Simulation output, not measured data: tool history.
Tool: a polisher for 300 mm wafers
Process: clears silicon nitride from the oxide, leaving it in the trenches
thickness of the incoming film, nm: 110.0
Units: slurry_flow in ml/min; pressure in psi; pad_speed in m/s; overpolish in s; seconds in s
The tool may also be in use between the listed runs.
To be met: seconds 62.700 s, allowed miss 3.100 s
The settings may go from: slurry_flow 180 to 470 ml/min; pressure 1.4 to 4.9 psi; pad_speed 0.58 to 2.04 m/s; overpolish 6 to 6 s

{"run": 1, "day": 0.0, "slurry_flow": 300, "pressure": 3.1, "pad_speed": 1.3, "overpolish": 6, "seconds": 76.73}
{"run": 2, "day": 0.379, "slurry_flow": 300, "pressure": 2.4, "pad_speed": 1.3, "overpolish": 6, "seconds": 94.055}
{"run": 3, "day": 0.704, "slurry_flow": 375, "pressure": 2.4, "pad_speed": 1.3, "overpolish": 6, "seconds": 95.301}
{"run": 4, "day": 1.021, "slurry_flow": 375, "pressure": 2.6, "pad_speed": 1.3, "overpolish": 6, "seconds": 89.212}
{"run": 5, "day": 1.254, "slurry_flow": 375, "pressure": 2.6, "pad_speed": 1.3, "overpolish": 6, "seconds": 87.996}
{"run": 6, "day": 1.625, "slurry_flow": 375, "pressure": 2.6, "pad_speed": 1.3, "overpolish": 6, "seconds": 88.509}
{"run": 7, "day": 1.988, "slurry_flow": 375, "pressure": 2.7, "pad_speed": 1.3, "overpolish": 6, "seconds": 84.657}
{"run": 8, "day": 2.204, "slurry_flow": 375, "pressure": 2.8, "pad_speed": 1.3, "overpolish": 6, "seconds": 82.147}
{"run": 9, "day": 2.333, "slurry_flow": 375, "pressure": 2.9, "pad_speed": 1.3, "overpolish": 6, "seconds": 81.142}
{"run": 10, "day": 2.688, "slurry_flow": 375, "pressure": 3.0, "pad_speed": 1.3, "overpolish": 6, "seconds": 79.569}
{"run": 11, "day": 2.904, "slurry_flow": 375, "pressure": 3.1, "pad_speed": 1.3, "overpolish": 6, "seconds": 77.525}
{"run": 12, "day": 3.012, "slurry_flow": 375, "pressure": 3.2, "pad_speed": 1.3, "overpolish": 6, "seconds": 76.013}
{"run": 13, "day": 3.212, "slurry_flow": 375, "pressure": 3.3, "pad_speed": 1.3, "overpolish": 6, "seconds": 73.605}
{"run": 14, "day": 3.35, "slurry_flow": 375, "pressure": 3.4, "pad_speed": 1.3, "overpolish": 6, "seconds": 72.974}
{"run": 15, "day": 3.446, "slurry_flow": 375, "pressure": 3.5, "pad_speed": 1.3, "overpolish": 6, "seconds": 69.666}
{"run": 16, "day": 3.792, "slurry_flow": 375, "pressure": 3.7, "pad_speed": 1.3, "overpolish": 6, "seconds": 66.214}

Which of these 5 next moves meets every target?
{"run": "A", "day": 4.138, "slurry_flow": 415, "pressure": 4.0, "pad_speed": 1.52, "overpolish": 6, "seconds": "?"}
{"run": "B", "day": 4.138, "slurry_flow": 280, "pressure": 3.6, "pad_speed": 1.28, "overpolish": 6, "seconds": "?"}
{"run": "C", "day": 4.138, "slurry_flow": 350, "pressure": 3.9, "pad_speed": 1.54, "overpolish": 6, "seconds": "?"}
{"run": "D", "day": 4.138, "slurry_flow": 400, "pressure": 3.2, "pad_speed": 1.64, "overpolish": 6, "seconds": "?"}
{"run": "E", "day": 4.138, "slurry_flow": 370, "pressure": 3.9, "pad_speed": 1.56, "overpolish": 6, "seconds": "?"}

move=A seconds=56.108
move=B seconds=71.723
move=C seconds=57.399
move=D seconds=63.628
move=E seconds=56.605
A: takes the result that was furthest off past its target
B: further off than the last run
C: takes the result that was furthest off past its target
D: meets every target
E: takes the result that was furthest off past its target
The right move is D.

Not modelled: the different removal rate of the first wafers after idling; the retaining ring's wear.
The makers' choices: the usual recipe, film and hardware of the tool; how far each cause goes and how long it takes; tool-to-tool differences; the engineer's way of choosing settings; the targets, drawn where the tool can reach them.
